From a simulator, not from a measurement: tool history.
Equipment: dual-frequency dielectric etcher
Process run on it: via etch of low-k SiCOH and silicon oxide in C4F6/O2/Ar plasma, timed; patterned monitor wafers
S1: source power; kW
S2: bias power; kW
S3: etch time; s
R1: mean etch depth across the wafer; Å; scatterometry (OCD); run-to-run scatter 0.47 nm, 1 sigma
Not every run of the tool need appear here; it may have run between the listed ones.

run 1 hour=0 | S1=0.34 S2=0.247 S3=60.5 | R1=1735.9
run 2 hour=2.4 | S1=0.31 S2=0.242 S3=60.5 | R1=1641.6
run 3 hour=8.1 | S1=0.36 S2=0.242 S3=60.5 | R1=1751.8
run 4 hour=9.2 | S1=0.42 S2=0.242 S3=60.5 | R1=1882.5
run 5 hour=14.5 | S1=0.38 S2=0.235 S3=60.5 | R1=1786.1
run 6 hour=22.3 | S1=0.38 S2=0.235 S3=55 | R1=1625.4
run 7 hour=26.8 | S1=0.36 S2=0.233 S3=55 | R1=1576.6

What will run 8 give?
run 8 hour=29.4 | S1=0.36 S2=0.233 S3=55 | R1=?

Run 8 measured R1 1575.5 Å.
